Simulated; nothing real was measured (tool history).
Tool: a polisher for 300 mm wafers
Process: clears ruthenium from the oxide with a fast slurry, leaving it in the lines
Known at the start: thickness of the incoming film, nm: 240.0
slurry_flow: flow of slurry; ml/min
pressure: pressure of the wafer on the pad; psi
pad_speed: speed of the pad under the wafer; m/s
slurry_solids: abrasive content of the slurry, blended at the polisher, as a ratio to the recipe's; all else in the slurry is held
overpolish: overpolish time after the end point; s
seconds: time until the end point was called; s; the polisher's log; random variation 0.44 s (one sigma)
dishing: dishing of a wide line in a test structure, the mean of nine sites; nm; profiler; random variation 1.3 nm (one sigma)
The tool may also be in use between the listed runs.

run,hour,slurry_flow,pressure,pad_speed,slurry_solids,overpolish,seconds,dishing
1,0.0,130,3.3,1.00,1.0,28,51.489,97.949
2,0.6,135,3.4,1.00,1.0,26,49.709,96.721
3,9.3,140,3.5,1.00,1.0,24,48.853,92.332
4,11.0,165,3.5,1.00,1.0,24,45.853,93.550
5,11.7,170,3.5,1.00,1.0,23,45.982,91.542
6,18.3,160,3.5,1.00,1.0,23,45.938,89.211

Forecast run 7:
7,26.6,165,3.5,1.00,1.0,23,?,?

{"run 7": {"seconds": 46.557, "dishing": 92.605}}

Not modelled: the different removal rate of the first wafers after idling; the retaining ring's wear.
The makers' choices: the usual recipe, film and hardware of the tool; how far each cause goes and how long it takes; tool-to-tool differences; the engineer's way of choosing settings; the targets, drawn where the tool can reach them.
